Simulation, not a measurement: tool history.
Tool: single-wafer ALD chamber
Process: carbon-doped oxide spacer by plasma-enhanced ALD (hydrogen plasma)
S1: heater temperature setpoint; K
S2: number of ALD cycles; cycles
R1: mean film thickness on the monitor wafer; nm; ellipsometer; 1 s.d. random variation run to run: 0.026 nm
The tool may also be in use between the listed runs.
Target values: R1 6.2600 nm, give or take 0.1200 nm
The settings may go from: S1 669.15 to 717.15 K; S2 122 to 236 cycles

{"run": 1, "hour": 0.0, "S1": 693.15, "S2": 179, "R1": 8.5092}
{"run": 2, "hour": 2.3, "S1": 697.15, "S2": 165, "R1": 7.7491}
{"run": 3, "hour": 7.4, "S1": 700.15, "S2": 156, "R1": 7.2323}
{"run": 4, "hour": 10.9, "S1": 700.15, "S2": 175, "R1": 8.1397}
{"run": 5, "hour": 17.4, "S1": 700.15, "S2": 158, "R1": 7.3918}
{"run": 6, "hour": 21.0, "S1": 702.15, "S2": 151, "R1": 6.97}
{"run": 7, "hour": 27.4, "S1": 705.15, "S2": 148, "R1": 6.8003}
{"run": 8, "hour": 28.0, "S1": 707.15, "S2": 145, "R1": 6.5787}

Which single option among these 5 for the next run brings every result within its allowed miss of target? Just one does.
{"run": "A", "hour": 28.6, "S1": 707.15, "S2": 136, "R1": "?"}
{"run": "B", "hour": 28.6, "S1": 704.15, "S2": 150, "R1": "?"}
{"run": "C", "hour": 28.6, "S1": 705.15, "S2": 151, "R1": "?"}
{"run": "D", "hour": 28.6, "S1": 709.15, "S2": 149, "R1": "?"}
{"run": "E", "hour": 28.6, "S1": 713.15, "S2": 158, "R1": "?"}

move=A R1=6.2232
move=B R1=6.9240
move=C R1=6.9500
move=D R1=6.7782
move=E R1=7.1031
A: every result lands within tolerance
B: the biggest miss grows against the last run
C: the biggest miss grows against the last run
D: the biggest miss grows against the last run
E: the biggest miss grows against the last run
Correct choice: A, which meets every target

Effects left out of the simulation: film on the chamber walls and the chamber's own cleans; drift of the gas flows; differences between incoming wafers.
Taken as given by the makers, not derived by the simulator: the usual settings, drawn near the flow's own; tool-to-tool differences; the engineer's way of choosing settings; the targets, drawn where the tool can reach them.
